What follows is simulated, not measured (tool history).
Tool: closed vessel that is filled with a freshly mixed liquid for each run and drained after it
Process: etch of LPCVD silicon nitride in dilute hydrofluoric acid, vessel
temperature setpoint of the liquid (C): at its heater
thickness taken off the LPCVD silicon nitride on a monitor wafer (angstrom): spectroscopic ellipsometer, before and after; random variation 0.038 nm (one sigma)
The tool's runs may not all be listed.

| run | day | temperature setpoint of the liquid (C) | parts of water to one part of 49 % hydrofluoric acid (parts by volume) | time in the liquid (s) | thickness taken off the LPCVD silicon nitride on a monitor wafer (angstrom) |
|---|---|---|---|---|---|
| 1 | 0 | 21 | 275 | 3245 | 53.655 |
| 2 | 0.342 | 19.5 | 315 | 3245 | 42.049 |
| 3 | 0.404 | 19.5 | 375 | 3245 | 35.145 |
| 4 | 0.754 | 19.5 | 375 | 3450 | 37.48 |
| 5 | 0.783 | 23 | 375 | 3450 | 47.792 |
| 6 | 1.096 | 23 | 375 | 3450 | 48.082 |
| 7 | 1.467 | 21 | 395 | 3445 | 39.609 |
| 8 | 1.596 | 21 | 395 | 3445 | 40.126 |
| 9 | 1.942 | 20 | 410 | 3440 | 35.617 |
| 10 | 2.096 | 19 | 420 | 3435 | 33.627 |

The next listed run, before its measurement:
| 11 | 2.467 | 18.5 | 430 | 3430 | ? |

{"run 11": {"thickness taken off the LPCVD silicon nitride on a monitor wafer (angstrom)": 31.376}}

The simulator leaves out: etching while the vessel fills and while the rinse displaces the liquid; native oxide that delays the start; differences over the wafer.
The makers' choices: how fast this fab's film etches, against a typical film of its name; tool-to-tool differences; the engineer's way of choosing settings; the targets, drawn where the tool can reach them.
